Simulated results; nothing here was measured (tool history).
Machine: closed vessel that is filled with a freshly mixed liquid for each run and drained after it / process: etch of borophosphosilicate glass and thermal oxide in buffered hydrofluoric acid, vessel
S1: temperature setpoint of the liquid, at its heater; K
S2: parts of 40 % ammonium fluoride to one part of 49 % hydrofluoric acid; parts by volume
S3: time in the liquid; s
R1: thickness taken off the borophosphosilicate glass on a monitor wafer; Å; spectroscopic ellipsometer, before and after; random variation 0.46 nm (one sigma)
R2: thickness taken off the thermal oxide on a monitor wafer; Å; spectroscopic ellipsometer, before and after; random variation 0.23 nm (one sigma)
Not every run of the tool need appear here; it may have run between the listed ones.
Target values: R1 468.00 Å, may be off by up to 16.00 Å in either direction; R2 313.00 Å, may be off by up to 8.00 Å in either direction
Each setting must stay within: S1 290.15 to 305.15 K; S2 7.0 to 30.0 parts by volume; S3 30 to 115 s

| run | hour | S1 | S2 | S3 | R1 | R2 |
|---|---|---|---|---|---|---|
| 1 | 0.0 | 297.15 | 20.0 | 60 | 560.56 | 374.51 |
| 2 | 6.3 | 299.15 | 20.0 | 60 | 626.06 | 417.10 |
| 3 | 15.2 | 299.15 | 25.0 | 60 | 522.16 | 359.94 |
| 4 | 17.1 | 299.15 | 20.5 | 60 | 606.38 | 415.11 |
| 5 | 22.1 | 298.65 | 20.5 | 60 | 592.00 | 394.83 |
| 6 | 30.6 | 301.65 | 20.5 | 60 | 684.49 | 472.27 |
| 7 | 36.1 | 301.15 | 20.5 | 60 | 677.50 | 453.70 |
| 8 | 44.8 | 300.65 | 20.5 | 60 | 654.61 | 442.88 |
| 9 | 50.7 | 300.15 | 20.5 | 60 | 641.10 | 430.91 |
| 10 | 54.0 | 299.65 | 20.5 | 60 | 628.72 | 417.85 |
| 11 | 60.6 | 299.65 | 20.5 | 60 | 625.24 | 421.80 |
| 12 | 68.3 | 299.15 | 20.5 | 60 | 606.58 | 404.85 |
| 13 | 69.3 | 295.15 | 21.0 | 60 | 480.68 | 326.06 |

5 next moves are on the table. One of them brings every result within its allowed miss. Which?
| A | 70.3 | 296.65 | 19.5 | 50 | ? | ? |
| B | 70.3 | 303.65 | 18.0 | 35 | ? | ? |
| C | 70.3 | 297.15 | 21.0 | 55 | ? | ? |
| D | 70.3 | 298.65 | 20.5 | 50 | ? | ? |
| E | 70.3 | 295.15 | 20.0 | 60 | ? | ? |

| move | R1 | R2 |
|---|---|---|
| A | 464.32 | 309.80 |
| B | 510.56 | 341.70 |
| C | 494.86 | 330.34 |
| D | 496.01 | 331.33 |
| E | 500.65 | 333.78 |
A: all results land within tolerance of their targets
B: misses by more than the last run did
C: misses by more than the last run did
D: misses by more than the last run did
E: misses by more than the last run did
Correct choice: A, which meets every target
